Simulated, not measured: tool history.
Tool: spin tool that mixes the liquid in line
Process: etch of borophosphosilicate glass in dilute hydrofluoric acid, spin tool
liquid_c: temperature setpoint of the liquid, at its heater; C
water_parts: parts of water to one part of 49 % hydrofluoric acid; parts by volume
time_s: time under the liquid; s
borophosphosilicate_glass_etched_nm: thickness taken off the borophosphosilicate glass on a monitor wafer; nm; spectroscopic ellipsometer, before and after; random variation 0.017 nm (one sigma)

run  hour  liquid_c  water_parts  time_s  borophosphosilicate_glass_etched_nm
  1     0        25          270      20                               3.4124
  2   8.8        25          230      20                                4.177
  3    17      22.5          230      20                               3.8672
  4  23.4      22.5          180      20                               5.1197
  5  31.9        26          180      20                               5.9428
  6  37.2        26           85      20                               14.199
  7  41.4        22          195      20                               4.5943
  8  48.1      21.5          205      20                               4.2417
  9  52.5        21          215      20                               3.9841
     58.6  -- thermometer replaced
 10  58.6      20.5          225      20                               3.4093
 11  63.2        20          230      20                               3.2804
 12  66.7      19.5          235      20                               3.0562

Forecast run 13:
 13  71.5      19.5          240      20                                    ?

Run 13 gave borophosphosilicate_glass_etched_nm 3.0529 nm.

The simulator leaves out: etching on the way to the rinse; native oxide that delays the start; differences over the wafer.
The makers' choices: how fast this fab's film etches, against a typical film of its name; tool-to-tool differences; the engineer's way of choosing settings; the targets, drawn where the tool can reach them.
